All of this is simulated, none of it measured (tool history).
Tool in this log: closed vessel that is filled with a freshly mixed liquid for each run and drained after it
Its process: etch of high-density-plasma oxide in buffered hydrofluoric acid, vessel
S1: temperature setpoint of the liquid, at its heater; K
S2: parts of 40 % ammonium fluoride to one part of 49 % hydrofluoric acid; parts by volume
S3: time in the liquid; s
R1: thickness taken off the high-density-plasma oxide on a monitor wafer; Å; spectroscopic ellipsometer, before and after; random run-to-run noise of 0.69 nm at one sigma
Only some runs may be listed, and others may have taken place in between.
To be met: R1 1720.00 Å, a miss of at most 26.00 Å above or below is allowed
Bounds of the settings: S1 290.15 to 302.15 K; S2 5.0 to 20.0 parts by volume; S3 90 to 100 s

run 1 hour=0.0 | S1=294.15 S2=12.0 S3=90 | R1=915.41
run 2 hour=7.7 | S1=294.15 S2=12.0 S3=90 | R1=921.39
run 3 hour=15.5 | S1=296.65 S2=11.5 S3=90 | R1=1099.50
run 4 hour=24.7 | S1=296.65 S2=13.0 S3=90 | R1=977.83
run 5 hour=28.7 | S1=296.65 S2=13.0 S3=100 | R1=1084.60
run 6 hour=30.5 | S1=293.65 S2=13.0 S3=100 | R1=914.31
run 7 hour=36.7 | S1=296.15 S2=12.5 S3=100 | R1=1101.10
run 8 hour=45.8 | S1=296.15 S2=12.5 S3=100 | R1=1106.30
run 9 hour=48.6 | S1=297.65 S2=12.0 S3=100 | R1=1236.90
run 10 hour=56.1 | S1=301.65 S2=10.5 S3=100 | R1=1747.90

Of the 5 settings listed for the next run, only one would bring every result within its allowed miss of target. Which one?
run A hour=63.6 | S1=301.65 S2=10.5 S3=95 | R1=?
run B hour=63.6 | S1=295.15 S2=7.5 S3=100 | R1=?
run C hour=63.6 | S1=301.15 S2=10.0 S3=100 | R1=?
run D hour=63.6 | S1=302.15 S2=11.0 S3=100 | R1=?
run E hour=63.6 | S1=302.15 S2=11.5 S3=100 | R1=?

move=A R1=1664.70
move=B R1=1683.20
move=C R1=1789.30
move=D R1=1719.60
move=E R1=1646.70
A: moves the result that the last run missed by most past its target, out the other side
B: moves the result that the last run missed by most past its target, out the other side
C: its largest miss is bigger than the last run's
D: hits every target within its allowed miss
E: moves the result that the last run missed by most past its target, out the other side
So the answer is move D, the one that meets all the targets.
